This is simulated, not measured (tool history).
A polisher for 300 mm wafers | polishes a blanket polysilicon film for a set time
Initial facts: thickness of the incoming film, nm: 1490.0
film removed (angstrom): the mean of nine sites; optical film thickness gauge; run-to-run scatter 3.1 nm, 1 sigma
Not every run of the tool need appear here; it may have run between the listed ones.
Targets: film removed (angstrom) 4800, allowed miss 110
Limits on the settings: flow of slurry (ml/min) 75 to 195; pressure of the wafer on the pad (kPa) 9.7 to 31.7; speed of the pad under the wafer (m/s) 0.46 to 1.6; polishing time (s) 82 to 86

run	hour	flow of slurry (ml/min)	pressure of the wafer on the pad (kPa)	speed of the pad under the wafer (m/s)	polishing time (s)	film removed (angstrom)
1	0	125	20.7	1.02	82	6663.7
2	5	125	20.7	1.14	82	7435.7
3	12.7	115	18.6	1.14	82	6538
4	16.8	110	17.2	1.14	82	6008.8
5	19.8	110	17.2	1.34	82	7081.4
6	23.4	95	17.2	1.34	82	6815.2
7	28.4	90	15.9	1.34	82	6197
8	34.8	75	11	1.34	82	4104.8
9	36.2	85	11	1.34	82	4303.3
# hour 42.3: slurry nozzle cleaned
10	42.3	90	11	1.34	82	4634.5

5 next moves are on the table. One of them brings every result within its allowed miss. Which?
A	48.4	85	11	1.46	85	?
B	48.4	80	14.5	1.08	86	?
C	48.4	90	13.1	1.22	82	?
D	48.4	75	11.7	1.38	82	?
E	48.4	95	11	1.3	82	?

move	film removed (angstrom)
A	5233.7
B	5033.2
C	5058
D	4897.8
E	4630.1
A: the result that was furthest off in the last run now lies on the other side of its target
B: the result that was furthest off in the last run now lies on the other side of its target
C: the result that was furthest off in the last run now lies on the other side of its target
D: in spec on every target
E: just as far off the targets as the last run
So the answer is move D, the one that meets all the targets.

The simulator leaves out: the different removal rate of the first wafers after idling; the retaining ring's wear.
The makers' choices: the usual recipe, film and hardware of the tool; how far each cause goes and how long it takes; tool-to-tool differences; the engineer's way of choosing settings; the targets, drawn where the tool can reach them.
